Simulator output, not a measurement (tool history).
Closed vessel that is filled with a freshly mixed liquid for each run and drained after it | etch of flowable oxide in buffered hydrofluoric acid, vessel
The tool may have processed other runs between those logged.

| run | day | temperature setpoint of the liquid (K) | parts of 40 % ammonium fluoride to one part of 49 % hydrofluoric acid (parts by volume) | time in the liquid (s) | thickness taken off the flowable oxide on a monitor wafer (Å) |
|---|---|---|---|---|---|
| 1 | 0.000 | 297.15 | 16.5 | 105 | 2633.6 |
| 2 | 0.233 | 294.15 | 16.5 | 105 | 2238.2 |
| 3 | 0.400 | 296.65 | 15.0 | 105 | 2792.9 |
| 4 | 0.633 | 293.65 | 15.0 | 105 | 2381.0 |
|  | 0.742 | thermometer replaced |
| 5 | 0.742 | 295.65 | 15.0 | 105 | 2423.8 |
| 6 | 1.058 | 297.65 | 13.0 | 105 | 3180.3 |
| 7 | 1.346 | 299.15 | 12.0 | 105 | 3634.5 |
| 8 | 1.683 | 300.65 | 11.5 | 105 | 4125.8 |

For run 9, what comes out?
| 9 | 1.962 | 301.65 | 11.0 | 105 | ? |

Run 9 yielded thickness taken off the flowable oxide on a monitor wafer (Å) 4588.0.
